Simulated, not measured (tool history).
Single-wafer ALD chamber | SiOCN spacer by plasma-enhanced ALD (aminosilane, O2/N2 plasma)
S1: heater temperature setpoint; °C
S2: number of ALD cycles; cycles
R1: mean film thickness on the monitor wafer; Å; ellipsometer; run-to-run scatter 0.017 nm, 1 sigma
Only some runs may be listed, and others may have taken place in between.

Run 1, hour 0: S1 395 °C, S2 109 cycles. Result: R1 64.78 Å.
Run 2, hour 2.7: S1 395 °C, S2 104 cycles. Result: R1 62.317 Å.
Run 3, hour 4.3: S1 396 °C, S2 99 cycles. Result: R1 58.948 Å.
Run 4, hour 5.5: S1 396 °C, S2 91 cycles. Result: R1 54.682 Å.
Run 5, hour 13.2: S1 396 °C, S2 89 cycles. Result: R1 53.054 Å.
Run 6, hour 18: S1 390 °C, S2 89 cycles. Result: R1 52.798 Å.
Run 7, hour 26.9: S1 390 °C, S2 87 cycles. Result: R1 51.943 Å.
Run 8, hour 35.6: S1 390 °C, S2 86 cycles. Result: R1 51.19 Å.

Expected results for the next run?
Run 9, hour 37: S1 390 °C, S2 85 cycles. Result: R1 ?.

R1: 50.713 Å
